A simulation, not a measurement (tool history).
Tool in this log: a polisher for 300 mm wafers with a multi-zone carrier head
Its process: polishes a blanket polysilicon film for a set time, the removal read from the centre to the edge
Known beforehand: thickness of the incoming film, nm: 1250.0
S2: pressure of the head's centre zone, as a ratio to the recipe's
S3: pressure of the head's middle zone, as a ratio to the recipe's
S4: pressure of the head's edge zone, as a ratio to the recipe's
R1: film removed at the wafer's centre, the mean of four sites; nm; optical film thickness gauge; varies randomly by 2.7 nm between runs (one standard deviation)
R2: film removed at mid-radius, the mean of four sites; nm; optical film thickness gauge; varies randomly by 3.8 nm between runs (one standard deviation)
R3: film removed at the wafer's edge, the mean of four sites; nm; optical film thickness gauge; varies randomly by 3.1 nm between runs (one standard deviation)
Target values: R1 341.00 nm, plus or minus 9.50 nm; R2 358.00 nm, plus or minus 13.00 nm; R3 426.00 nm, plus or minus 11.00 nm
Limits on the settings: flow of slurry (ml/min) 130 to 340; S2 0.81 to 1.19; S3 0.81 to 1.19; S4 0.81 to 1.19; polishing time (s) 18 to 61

Run 1, hour 0.0: flow of slurry (ml/min) 220, S2 1.00, S3 1.00, S4 1.00, polishing time (s) 39. Result: R1 366.52 nm, R2 372.58 nm, R3 387.72 nm.
Run 2, hour 8.8: flow of slurry (ml/min) 220, S2 1.06, S3 1.00, S4 1.00, polishing time (s) 39. Result: R1 392.98 nm, R2 369.60 nm, R3 386.04 nm.
Run 3, hour 16.4: flow of slurry (ml/min) 215, S2 1.04, S3 0.99, S4 1.02, polishing time (s) 39. Result: R1 377.40 nm, R2 367.46 nm, R3 389.27 nm.
Run 4, hour 18.2: flow of slurry (ml/min) 215, S2 1.08, S3 0.99, S4 1.02, polishing time (s) 39. Result: R1 398.99 nm, R2 368.77 nm, R3 389.98 nm.
Run 5, hour 26.1: flow of slurry (ml/min) 215, S2 1.08, S3 0.92, S4 1.02, polishing time (s) 39. Result: R1 393.15 nm, R2 346.64 nm, R3 388.37 nm.
Run 6, hour 32.5: flow of slurry (ml/min) 215, S2 1.08, S3 0.96, S4 1.02, polishing time (s) 39. Result: R1 391.39 nm, R2 353.69 nm, R3 385.67 nm.
Run 7, hour 35.7: flow of slurry (ml/min) 210, S2 1.06, S3 0.96, S4 1.04, polishing time (s) 39. Result: R1 382.49 nm, R2 357.72 nm, R3 392.37 nm.
Run 8, hour 40.6: flow of slurry (ml/min) 205, S2 1.05, S3 0.96, S4 1.06, polishing time (s) 39. Result: R1 379.99 nm, R2 350.87 nm, R3 397.53 nm.
Run 9, hour 45.9: flow of slurry (ml/min) 200, S2 1.03, S3 0.97, S4 1.07, polishing time (s) 39. Result: R1 372.93 nm, R2 355.43 nm, R3 395.55 nm.
Run 10, hour 54.5: flow of slurry (ml/min) 200, S2 1.01, S3 0.97, S4 1.08, polishing time (s) 39. Result: R1 367.50 nm, R2 356.83 nm, R3 394.79 nm.
Run 11, hour 55.2: flow of slurry (ml/min) 200, S2 0.99, S3 0.96, S4 1.09, polishing time (s) 39. Result: R1 352.78 nm, R2 352.81 nm, R3 396.73 nm.
Run 12, hour 57.3: flow of slurry (ml/min) 200, S2 0.98, S3 0.96, S4 1.10, polishing time (s) 39. Result: R1 354.84 nm, R2 349.92 nm, R3 398.61 nm.
Run 13, hour 59.2: flow of slurry (ml/min) 200, S2 0.97, S3 0.96, S4 1.11, polishing time (s) 39. Result: R1 351.34 nm, R2 352.31 nm, R3 399.46 nm.
Run 14, hour 61.2: flow of slurry (ml/min) 200, S2 0.96, S3 0.96, S4 1.12, polishing time (s) 39. Result: R1 350.58 nm, R2 355.01 nm, R3 404.11 nm.

Exactly one of the 5 candidate moves below puts every result within its allowed miss. Which one?
Run A, hour 63.2: flow of slurry (ml/min) 210, S2 0.95, S3 1.00, S4 1.06, polishing time (s) 38. Result: R1 ?, R2 ?, R3 ?.
Run B, hour 63.2: flow of slurry (ml/min) 225, S2 0.82, S3 0.92, S4 1.13, polishing time (s) 40. Result: R1 ?, R2 ?, R3 ?.
Run C, hour 63.2: flow of slurry (ml/min) 185, S2 0.88, S3 0.91, S4 1.09, polishing time (s) 42. Result: R1 ?, R2 ?, R3 ?.
Run D, hour 63.2: flow of slurry (ml/min) 220, S2 0.87, S3 0.87, S4 1.18, polishing time (s) 38. Result: R1 ?, R2 ?, R3 ?.
Run E, hour 63.2: flow of slurry (ml/min) 165, S2 0.92, S3 1.01, S4 1.11, polishing time (s) 40. Result: R1 ?, R2 ?, R3 ?.

move      R1      R2      R3
   A  338.36  350.48  384.44
   B  315.91  348.97  422.52
   C  337.49  348.30  423.14
   D  315.12  315.03  409.48
   E  324.61  352.11  398.54
A: its largest miss is bigger than the last run's
B: the worst result of the last run now meets its target, but another is out of spec
C: all results land within tolerance of their targets
D: its largest miss is bigger than the last run's
E: its largest miss is bigger than the last run's
C meets every target.
